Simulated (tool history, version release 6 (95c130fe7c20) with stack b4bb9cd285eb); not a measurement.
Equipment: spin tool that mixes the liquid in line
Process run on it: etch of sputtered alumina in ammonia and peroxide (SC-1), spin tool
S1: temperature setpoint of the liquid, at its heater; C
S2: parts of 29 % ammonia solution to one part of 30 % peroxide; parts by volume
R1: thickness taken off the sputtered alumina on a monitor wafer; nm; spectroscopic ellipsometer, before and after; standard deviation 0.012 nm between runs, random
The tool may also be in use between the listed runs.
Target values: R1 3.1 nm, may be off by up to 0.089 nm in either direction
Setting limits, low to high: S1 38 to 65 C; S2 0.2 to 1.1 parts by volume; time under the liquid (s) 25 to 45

{"run": 1, "hour": 0.0, "S1": 49, "S2": 0.6, "time under the liquid (s)": 45, "R1": 2.3129}
{"run": 2, "hour": 4.5, "S1": 49, "S2": 0.6, "time under the liquid (s)": 25, "R1": 1.2879}
{"run": 3, "hour": 9.9, "S1": 51, "S2": 0.6, "time under the liquid (s)": 25, "R1": 1.4346}
{"run": 4, "hour": 13.5, "S1": 44.5, "S2": 0.6, "time under the liquid (s)": 25, "R1": 0.99463}
{"run": 5, "hour": 19.4, "S1": 46.5, "S2": 0.6, "time under the liquid (s)": 25, "R1": 1.1176}
{"run": 6, "hour": 28.4, "S1": 49, "S2": 0.6, "time under the liquid (s)": 25, "R1": 1.2814}
{"run": 7, "hour": 32.7, "S1": 51, "S2": 0.6, "time under the liquid (s)": 25, "R1": 1.4378}
{"run": 8, "hour": 36.7, "S1": 59, "S2": 0.65, "time under the liquid (s)": 25, "R1": 2.2007}
{"run": 9, "hour": 42.8, "S1": 60, "S2": 0.65, "time under the liquid (s)": 25, "R1": 2.3351}
{"run": 10, "hour": 48.3, "S1": 60.5, "S2": 0.65, "time under the liquid (s)": 25, "R1": 2.4095}
{"run": 11, "hour": 50.8, "S1": 61, "S2": 0.65, "time under the liquid (s)": 25, "R1": 2.4378}
{"run": 12, "hour": 59.8, "S1": 65, "S2": 0.7, "time under the liquid (s)": 30, "R1": 3.6479}
{"run": 13, "hour": 62.1, "S1": 65, "S2": 0.7, "time under the liquid (s)": 30, "R1": 3.6109}
{"run": 14, "hour": 70.1, "S1": 64.5, "S2": 0.7, "time under the liquid (s)": 30, "R1": 3.544}
{"run": 15, "hour": 78.7, "S1": 64, "S2": 0.7, "time under the liquid (s)": 30, "R1": 3.4488}

Below are 4 possible settings for the next run. Only one of them brings all results inside the allowed miss of their targets. Which is it?
{"run": "A", "hour": 87.3, "S1": 64, "S2": 0.85, "time under the liquid (s)": 25, "R1": "?"}
{"run": "B", "hour": 87.3, "S1": 65, "S2": 0.5, "time under the liquid (s)": 25, "R1": "?"}
{"run": "C", "hour": 87.3, "S1": 64.5, "S2": 0.65, "time under the liquid (s)": 25, "R1": "?"}
{"run": "D", "hour": 87.3, "S1": 65, "S2": 1.05, "time under the liquid (s)": 25, "R1": "?"}

move=A R1=2.9174
move=B R1=2.9166
move=C R1=2.9163
move=D R1=3.1282
A: takes the result that was furthest off past its target
B: takes the result that was furthest off past its target
C: takes the result that was furthest off past its target
D: hits every target within its allowed miss
So the answer is move D, the one that meets all the targets.
